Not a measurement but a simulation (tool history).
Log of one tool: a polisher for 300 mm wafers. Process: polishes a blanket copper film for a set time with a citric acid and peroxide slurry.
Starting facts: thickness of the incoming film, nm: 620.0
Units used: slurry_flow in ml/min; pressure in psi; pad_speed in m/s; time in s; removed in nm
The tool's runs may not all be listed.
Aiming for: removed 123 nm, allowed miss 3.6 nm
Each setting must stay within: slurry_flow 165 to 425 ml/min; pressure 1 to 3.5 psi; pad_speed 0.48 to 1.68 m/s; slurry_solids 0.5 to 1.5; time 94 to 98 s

Run 1, hour 0: slurry_flow 275 ml/min, pressure 2.2 psi, pad_speed 1.08 m/s, slurry_solids 1, time 94 s. Result: removed 193.4 nm.
Run 2, hour 4.9: slurry_flow 275 ml/min, pressure 2 psi, pad_speed 1.08 m/s, slurry_solids 1, time 94 s. Result: removed 182.15 nm.
Run 3, hour 10.9: slurry_flow 275 ml/min, pressure 1.8 psi, pad_speed 1.08 m/s, slurry_solids 1, time 94 s. Result: removed 163.01 nm.
Run 4, hour 19.5: slurry_flow 275 ml/min, pressure 1.7 psi, pad_speed 1.08 m/s, slurry_solids 1, time 94 s. Result: removed 155.16 nm.
Run 5, hour 26.3: slurry_flow 275 ml/min, pressure 1.7 psi, pad_speed 1.08 m/s, slurry_solids 0.8, time 94 s. Result: removed 149.7 nm.
Run 6, hour 27.4: slurry_flow 275 ml/min, pressure 1.7 psi, pad_speed 1.2 m/s, slurry_solids 0.8, time 94 s. Result: removed 166.96 nm.
Run 7, hour 30.9: slurry_flow 275 ml/min, pressure 1.6 psi, pad_speed 1.2 m/s, slurry_solids 0.8, time 94 s. Result: removed 155.11 nm.
Run 8, hour 34.3: slurry_flow 275 ml/min, pressure 1.5 psi, pad_speed 1.2 m/s, slurry_solids 0.8, time 94 s. Result: removed 144.84 nm.
Run 9, hour 38.8: slurry_flow 275 ml/min, pressure 1.4 psi, pad_speed 1.2 m/s, slurry_solids 0.8, time 94 s. Result: removed 138.68 nm.
Run 10, hour 41.6: slurry_flow 270 ml/min, pressure 1.3 psi, pad_speed 1.2 m/s, slurry_solids 0.8, time 94 s. Result: removed 127.39 nm.
Run 11, hour 49.6: slurry_flow 265 ml/min, pressure 1.3 psi, pad_speed 1.2 m/s, slurry_solids 0.8, time 94 s. Result: removed 129.72 nm.
Run 12, hour 54.7: slurry_flow 260 ml/min, pressure 1.3 psi, pad_speed 1.2 m/s, slurry_solids 0.8, time 94 s. Result: removed 130.39 nm.

Which one of the following 5 next-run settings gets every result inside its allowed miss? There is exactly one.
Run A, hour 59.8: slurry_flow 170 ml/min, pressure 1.1 psi, pad_speed 1.26 m/s, slurry_solids 0.6, time 97 s. Result: removed ?.
Run B, hour 59.8: slurry_flow 295 ml/min, pressure 1.2 psi, pad_speed 1.16 m/s, slurry_solids 0.8, time 98 s. Result: removed ?.
Run C, hour 59.8: slurry_flow 265 ml/min, pressure 1.2 psi, pad_speed 1.28 m/s, slurry_solids 0.75, time 98 s. Result: removed ?.
Run D, hour 59.8: slurry_flow 265 ml/min, pressure 1.2 psi, pad_speed 1.18 m/s, slurry_solids 0.7, time 94 s. Result: removed ?.
Run E, hour 59.8: slurry_flow 270 ml/min, pressure 1.2 psi, pad_speed 1.12 m/s, slurry_solids 1.05, time 94 s. Result: removed ?.

move  removed
   A   111.76
   B   121.98
   C   131.15
   D   115.81
   E   117.63
A: takes the biggest miss from the last run beyond its target
B: meets every target
C: further off than the last run
D: takes the biggest miss from the last run beyond its target
E: takes the biggest miss from the last run beyond its target
Correct choice: B, which meets every target
